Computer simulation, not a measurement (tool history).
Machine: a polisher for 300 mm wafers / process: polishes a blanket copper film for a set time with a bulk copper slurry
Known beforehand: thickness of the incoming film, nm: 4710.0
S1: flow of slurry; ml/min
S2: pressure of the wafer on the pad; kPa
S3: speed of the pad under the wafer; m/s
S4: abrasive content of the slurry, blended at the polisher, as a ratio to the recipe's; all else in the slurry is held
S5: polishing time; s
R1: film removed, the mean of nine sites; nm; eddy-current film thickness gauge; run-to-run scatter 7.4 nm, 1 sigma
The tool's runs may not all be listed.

run 1 hour=0 | S1=275 S2=15.9 S3=1.16 S4=1 S5=56 | R1=546.46
run 2 hour=5.2 | S1=275 S2=12.4 S3=1.16 S4=1 S5=56 | R1=471.19
run 3 hour=6 | S1=275 S2=11 S3=1.16 S4=1 S5=56 | R1=439.98
run 4 hour=12.2 | S1=275 S2=15.2 S3=1.18 S4=1 S5=56 | R1=519.94
run 5 hour=14.1 | S1=275 S2=15.2 S3=1.18 S4=1 S5=56 | R1=531.84
run 6 hour=22.4 | S1=275 S2=13.8 S3=1.18 S4=1 S5=56 | R1=501.7
run 7 hour=28.2 | S1=275 S2=17.2 S3=1.2 S4=1 S5=56 | R1=591.42

For run 8, what comes out?
run 8 hour=29 | S1=280 S2=21.4 S3=1.24 S4=1 S5=56 | R1=?

{"run 8": {"R1": 694.58}}
